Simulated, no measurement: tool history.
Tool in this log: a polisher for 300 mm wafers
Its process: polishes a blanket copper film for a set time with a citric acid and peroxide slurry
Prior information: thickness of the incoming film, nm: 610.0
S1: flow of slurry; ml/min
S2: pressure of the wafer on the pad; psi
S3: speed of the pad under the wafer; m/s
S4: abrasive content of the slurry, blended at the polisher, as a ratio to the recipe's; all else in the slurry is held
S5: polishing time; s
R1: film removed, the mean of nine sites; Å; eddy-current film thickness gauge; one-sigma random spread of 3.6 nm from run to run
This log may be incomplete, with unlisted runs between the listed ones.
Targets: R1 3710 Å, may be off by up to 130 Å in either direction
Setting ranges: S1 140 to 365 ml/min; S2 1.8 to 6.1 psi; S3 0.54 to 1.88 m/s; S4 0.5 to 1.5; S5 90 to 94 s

run  hour   S1   S2    S3  S4  S5      R1
  1     0  235  3.9   1.2   1  90  2482.5
  2   8.5  235  4.1   1.2   1  90  2535.8
  3   9.6  235  4.3   1.2   1  90    2653
  4    15  235  4.3  1.06   1  90  2362.3
  5  21.7  210  4.3  1.06   1  90  2316.7
  6  24.4  215  4.5  1.06   1  90  2418.1
  7  25.5  220  4.7  1.06   1  90  2529.6
  8  27.5  225  4.9  1.06   1  90  2619.1
  9  30.3  225    5  1.08   1  90  2718.3
 10    35  225  5.1   1.1   1  90  2819.7
 11  42.1  230  6.1  1.14   1  90  3435.2

Of the 5 settings listed for the next run, only one would bring every result within its allowed miss of target. Which one?
  A  49.2  220  6.1     1     1  94   ?
  B  49.2  250  5.6  1.38     1  94   ?
  C  49.2  170  5.7  1.32  0.95  94   ?
  D  49.2  280  6.1  1.18  1.15  94   ?
  E  49.2  225  5.7  1.08  1.05  90   ?

move      R1
   A  3141.8
   B  4050.1
   C  3673.7
   D  3934.5
   E    3100
A: the biggest miss grows against the last run
B: takes the result that was furthest off past its target
C: all results in spec
D: takes the result that was furthest off past its target
E: the biggest miss grows against the last run
The right move is C.
